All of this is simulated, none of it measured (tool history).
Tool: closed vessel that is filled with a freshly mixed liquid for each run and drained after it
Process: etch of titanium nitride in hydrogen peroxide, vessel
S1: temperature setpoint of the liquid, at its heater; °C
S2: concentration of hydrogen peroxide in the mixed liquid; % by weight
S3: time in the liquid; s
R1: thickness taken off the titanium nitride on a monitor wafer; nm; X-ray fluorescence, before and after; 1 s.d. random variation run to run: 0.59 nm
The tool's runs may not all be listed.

Run 1, hour 0: S1 54 °C, S2 20.5 % by weight, S3 1020 s. Result: R1 35.209 nm.
Run 2, hour 7: S1 54 °C, S2 17 % by weight, S3 1020 s. Result: R1 33.659 nm.
Run 3, hour 14.1: S1 56.5 °C, S2 17 % by weight, S3 1020 s. Result: R1 39.639 nm.
Run 4, hour 21.4: S1 58.5 °C, S2 17 % by weight, S3 1020 s. Result: R1 45.398 nm.
Run 5, hour 22.8: S1 60 °C, S2 17 % by weight, S3 1020 s. Result: R1 49.931 nm.
Run 6, hour 29.8: S1 60 °C, S2 17 % by weight, S3 1100 s. Result: R1 55.428 nm.

Run 7 comes next. What will it give?
Run 7, hour 37.4: S1 61 °C, S2 17 % by weight, S3 1100 s. Result: R1 ?.

{"run 7": {"R1": 58.867}}

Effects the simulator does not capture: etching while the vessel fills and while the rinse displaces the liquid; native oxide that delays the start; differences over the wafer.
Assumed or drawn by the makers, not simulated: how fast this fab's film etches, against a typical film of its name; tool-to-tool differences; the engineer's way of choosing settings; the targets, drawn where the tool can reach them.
